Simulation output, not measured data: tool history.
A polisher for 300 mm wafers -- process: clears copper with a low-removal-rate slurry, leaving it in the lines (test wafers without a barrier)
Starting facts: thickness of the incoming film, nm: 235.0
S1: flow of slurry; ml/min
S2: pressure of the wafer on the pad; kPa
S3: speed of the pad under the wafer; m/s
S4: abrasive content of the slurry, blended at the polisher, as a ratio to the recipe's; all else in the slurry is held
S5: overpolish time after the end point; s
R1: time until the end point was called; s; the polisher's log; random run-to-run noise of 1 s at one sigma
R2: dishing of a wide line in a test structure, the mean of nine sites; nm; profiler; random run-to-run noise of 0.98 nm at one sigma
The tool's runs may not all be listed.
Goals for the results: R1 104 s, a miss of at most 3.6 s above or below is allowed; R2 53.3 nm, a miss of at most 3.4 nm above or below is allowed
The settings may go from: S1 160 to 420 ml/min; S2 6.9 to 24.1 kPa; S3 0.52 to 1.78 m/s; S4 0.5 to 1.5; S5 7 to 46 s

run	hour	S1	S2	S3	S4	S5	R1	R2
1	0	270	15.2	1.14	1	24	116.38	31.589
2	1.9	270	15.9	1.14	1	26	112.03	35.33
3	11	270	15.9	1.14	1	28	112.84	38.088
4	13	270	15.9	1.14	1	29	111.7	38.434
5	14.7	270	15.9	1.14	1	31	113.17	39.163
6	20.9	270	15.9	1.14	1	39	112.08	46.76
7	24.8	270	15.9	1.14	1	39	111.69	49.032
8	29.4	275	16.5	1.14	1	39	109.18	48.497

Exercise: of the 4 proposed moves below, exactly one satisfies all targets within the stated allowed misses. Which move is it?
A	34	265	16.5	1.2	1	42	?	?
B	34	265	16.5	1.12	1.05	37	?	?
C	34	235	15.9	1.3	0.75	36	?	?
D	34	235	18.6	1.22	0.9	46	?	?

move	R1	R2
A	105.4	52.948
B	111.76	46.245
C	107.05	46.642
D	97.955	59.949
A: all results in spec
B: its largest miss is bigger than the last run's
C: puts the biggest miss on target and leaves a different result outside tolerance
D: takes the result that was furthest off past its target
A meets every target.

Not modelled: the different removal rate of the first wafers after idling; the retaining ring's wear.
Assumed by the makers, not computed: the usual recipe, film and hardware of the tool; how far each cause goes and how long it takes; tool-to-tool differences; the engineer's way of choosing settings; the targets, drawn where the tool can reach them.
